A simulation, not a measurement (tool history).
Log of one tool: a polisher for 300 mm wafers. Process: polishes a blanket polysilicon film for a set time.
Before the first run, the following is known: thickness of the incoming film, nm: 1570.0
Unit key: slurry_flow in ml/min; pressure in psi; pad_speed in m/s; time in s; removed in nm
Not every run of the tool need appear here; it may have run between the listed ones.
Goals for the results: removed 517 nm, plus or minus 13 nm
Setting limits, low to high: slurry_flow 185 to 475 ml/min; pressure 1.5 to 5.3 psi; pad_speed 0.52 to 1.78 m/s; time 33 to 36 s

run  hour  slurry_flow  pressure  pad_speed  time  removed
  1     0          305       3.4       1.14    36   363.02
  2   3.8          310       3.8       1.14    36   407.83
  3  10.8          310       3.8       1.14    36   410.37
  4  19.7          310       3.8       1.02    36   366.58
  5  28.6          310       3.8       1.02    33    338.6
  6  29.6          310       3.8       1.02    36   363.73
  7  32.7          315       4.2       1.02    36   405.61
  8  34.2          315       4.5       1.02    36    438.5

Pick the move, out of 4, that brings all results within their allowed miss; only one does.
  A  35.7          310       4.9        1.2    36        ?
  B  35.7          360       4.5        1.3    34        ?
  C  35.7          300         5       1.18    36        ?
  D  35.7          310       4.4       1.36    35        ?

move  removed
   A   547.78
   B   518.61
   C   548.71
   D   541.45
A: the result that was furthest off in the last run now lies on the other side of its target
B: in spec on every target
C: the result that was furthest off in the last run now lies on the other side of its target
D: the result that was furthest off in the last run now lies on the other side of its target
So the answer is move B, the one that meets all the targets.
